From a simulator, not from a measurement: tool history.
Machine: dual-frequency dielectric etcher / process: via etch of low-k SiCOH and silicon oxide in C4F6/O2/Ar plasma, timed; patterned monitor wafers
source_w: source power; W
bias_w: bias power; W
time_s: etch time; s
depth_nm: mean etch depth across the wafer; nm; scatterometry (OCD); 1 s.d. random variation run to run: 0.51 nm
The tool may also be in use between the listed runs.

| run | hour | source_w | bias_w | time_s | depth_nm |
|---|---|---|---|---|---|
| 1 | 0 | 370 | 181 | 77.5 | 209.23 |
| 2 | 0.8 | 370 | 181 | 77.5 | 208.39 |
| 3 | 8.2 | 360 | 180 | 77.5 | 206.47 |
| 4 | 9.9 | 360 | 180 | 77.5 | 205.33 |
| 5 | 11.1 | 360 | 180 | 77.5 | 205.82 |
| 6 | 16 | 360 | 163 | 77.5 | 200.16 |
| 7 | 20.4 | 360 | 162 | 77.5 | 200.87 |

Predict the results of run 8:
|  | 21.3 | wet clean of the chamber |
| 8 | 21.3 | 360 | 161 | 77.5 | ? |

Run 8 yielded depth_nm 207.76 nm.
